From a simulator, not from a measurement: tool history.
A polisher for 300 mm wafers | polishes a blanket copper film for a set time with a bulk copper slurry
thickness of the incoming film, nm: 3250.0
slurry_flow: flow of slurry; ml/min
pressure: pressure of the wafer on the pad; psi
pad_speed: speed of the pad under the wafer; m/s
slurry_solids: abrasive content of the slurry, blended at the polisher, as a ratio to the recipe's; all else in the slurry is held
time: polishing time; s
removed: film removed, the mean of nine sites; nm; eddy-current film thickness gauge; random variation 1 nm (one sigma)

| run | hour | slurry_flow | pressure | pad_speed | slurry_solids | time | removed |
|---|---|---|---|---|---|---|---|
| 1 | 0.0 | 120 | 1.7 | 1.1 | 1.0 | 32 | 230.48 |
| 2 | 8.3 | 145 | 1.7 | 1.1 | 1.0 | 32 | 242.44 |
| 3 | 16.7 | 135 | 1.6 | 1.1 | 1.0 | 32 | 222.85 |
| 4 | 22.5 | 135 | 1.2 | 1.1 | 1.0 | 32 | 175.78 |
| 5 | 24.5 | 135 | 1.2 | 1.1 | 1.0 | 29 | 158.18 |
| 6 | 32.4 | 130 | 1.2 | 1.1 | 1.0 | 29 | 160.34 |
| 7 | 39.5 | 125 | 1.2 | 1.1 | 1.0 | 29 | 157.81 |
| 8 | 41.6 | 120 | 1.2 | 1.1 | 1.0 | 29 | 156.83 |
| 9 | 42.2 | 115 | 1.2 | 1.1 | 1.0 | 29 | 154.91 |
| 10 | 48.1 | 110 | 1.2 | 1.1 | 1.0 | 29 | 154.93 |
| 11 | 54.7 | 105 | 1.2 | 1.1 | 1.0 | 29 | 150.23 |
| 12 | 61.7 | 100 | 1.2 | 1.1 | 1.0 | 29 | 148.96 |

Run 13 comes next. What will it give?
| 13 | 69.9 | 95 | 1.2 | 1.1 | 1.0 | 29 | ? |

{"run 13": {"removed": 147.22}}

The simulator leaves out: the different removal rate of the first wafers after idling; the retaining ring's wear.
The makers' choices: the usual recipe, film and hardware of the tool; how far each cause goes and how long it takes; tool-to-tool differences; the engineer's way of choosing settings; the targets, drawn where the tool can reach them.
